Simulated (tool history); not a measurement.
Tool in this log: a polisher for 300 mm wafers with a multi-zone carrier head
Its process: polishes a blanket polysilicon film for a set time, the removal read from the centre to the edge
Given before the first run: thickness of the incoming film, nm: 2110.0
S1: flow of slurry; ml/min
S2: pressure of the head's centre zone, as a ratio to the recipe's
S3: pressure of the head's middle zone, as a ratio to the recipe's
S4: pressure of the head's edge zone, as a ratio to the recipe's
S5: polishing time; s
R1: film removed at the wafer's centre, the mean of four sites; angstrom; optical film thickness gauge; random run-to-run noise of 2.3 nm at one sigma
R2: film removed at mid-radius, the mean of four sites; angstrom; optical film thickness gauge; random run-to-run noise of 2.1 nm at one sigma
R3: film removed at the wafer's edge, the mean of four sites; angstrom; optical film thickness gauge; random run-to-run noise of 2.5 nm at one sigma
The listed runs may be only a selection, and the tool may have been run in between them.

run    day   S1    S2    S3    S4  S5      R1      R2      R3
  1      0  220     1     1     1  36  3203.8  3426.2  3338.3
  2  0.112  220  0.99     1  0.99  34  3084.2    3225  3162.2
  3  0.371  220  0.99  0.95  0.99  34  3021.6  3083.4  3216.8
  4  0.633  220  1.06  0.95  0.99  34  3251.8  3052.8  3118.8
  5  0.888  220  1.05  0.97  0.98  32    3095  2955.5  2893.6
  6  1.133  220  1.05  0.97  0.98  27  2538.7  2509.8  2510.7

Run 7 has not been measured yet. What should we expect?
  7  1.25  200  0.95  1.07  0.88  21   ?   ?   ?

R1: 1782.7 angstrom
R2: 2095 angstrom
R3: 1838.6 angstrom
